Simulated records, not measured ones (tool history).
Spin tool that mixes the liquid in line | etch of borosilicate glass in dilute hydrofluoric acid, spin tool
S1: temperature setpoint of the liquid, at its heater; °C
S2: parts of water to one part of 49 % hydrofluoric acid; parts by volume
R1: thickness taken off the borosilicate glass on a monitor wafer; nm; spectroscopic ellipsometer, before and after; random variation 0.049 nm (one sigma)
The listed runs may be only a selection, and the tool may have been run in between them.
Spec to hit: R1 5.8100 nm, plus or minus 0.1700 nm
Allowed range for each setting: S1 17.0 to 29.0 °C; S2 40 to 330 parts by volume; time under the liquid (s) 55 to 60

Run 1, day 0.000: S1 21.0 °C, S2 185 parts by volume, time under the liquid (s) 55. Result: R1 9.0420 nm.
Run 2, day 0.208: S1 20.0 °C, S2 200 parts by volume, time under the liquid (s) 55. Result: R1 8.0893 nm.
Run 3, day 0.267: S1 19.0 °C, S2 215 parts by volume, time under the liquid (s) 55. Result: R1 6.9727 nm.
Run 4, day 0.438: S1 22.0 °C, S2 215 parts by volume, time under the liquid (s) 55. Result: R1 7.8763 nm.
Run 5, day 0.683: S1 20.5 °C, S2 220 parts by volume, time under the liquid (s) 55. Result: R1 7.3770 nm.
Run 6, day 0.900: S1 23.0 °C, S2 220 parts by volume, time under the liquid (s) 55. Result: R1 8.0307 nm.
Run 7, day 1.208: S1 21.5 °C, S2 225 parts by volume, time under the liquid (s) 55. Result: R1 7.3807 nm.
Run 8, day 1.533: S1 20.0 °C, S2 230 parts by volume, time under the liquid (s) 55. Result: R1 6.7790 nm.
Run 9, day 1.871: S1 20.0 °C, S2 230 parts by volume, time under the liquid (s) 55. Result: R1 6.7583 nm.
Run 10, day 2.150: S1 19.0 °C, S2 235 parts by volume, time under the liquid (s) 55. Result: R1 6.4539 nm.
Run 11, day 2.492: S1 18.5 °C, S2 240 parts by volume, time under the liquid (s) 55. Result: R1 6.1355 nm.

Exercise: of the 4 proposed moves below, exactly one satisfies all targets within the stated allowed misses. Which move is it?
Run A, day 2.833: S1 17.5 °C, S2 230 parts by volume, time under the liquid (s) 60. Result: R1 ?.
Run B, day 2.833: S1 18.0 °C, S2 230 parts by volume, time under the liquid (s) 55. Result: R1 ?.
Run C, day 2.833: S1 19.5 °C, S2 255 parts by volume, time under the liquid (s) 55. Result: R1 ?.
Run D, day 2.833: S1 22.0 °C, S2 270 parts by volume, time under the liquid (s) 60. Result: R1 ?.

move      R1
   A  6.7584
   B  6.3170
   C  5.8976
   D  6.5710
A: misses by more than the last run did
B: misses by more than the last run did
C: meets every target
D: misses by more than the last run did
Move C is the one to make.
